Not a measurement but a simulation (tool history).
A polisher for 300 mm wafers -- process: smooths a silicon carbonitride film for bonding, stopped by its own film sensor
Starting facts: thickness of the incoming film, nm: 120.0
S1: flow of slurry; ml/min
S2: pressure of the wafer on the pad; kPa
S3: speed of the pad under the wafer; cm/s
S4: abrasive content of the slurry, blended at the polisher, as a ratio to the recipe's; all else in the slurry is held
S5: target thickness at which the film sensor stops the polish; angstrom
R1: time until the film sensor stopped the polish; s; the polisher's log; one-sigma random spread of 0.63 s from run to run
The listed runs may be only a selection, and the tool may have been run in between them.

run,day,S1,S2,S3,S4,S5,R1
1,0,190,15.2,108,1,940,102.95
2,0.312,210,15.2,108,1,940,100.33
3,0.367,210,15.2,108,1,930,105.28
4,0.4,210,15.2,108,1,930,105.9
5,0.558,220,17.2,108,1,930,94.385
6,0.817,220,19.3,108,1,930,84.689

The next listed run, before its measurement:
7,1.15,230,23.4,110,1,930,?

{"run 7": {"R1": 70.845}}
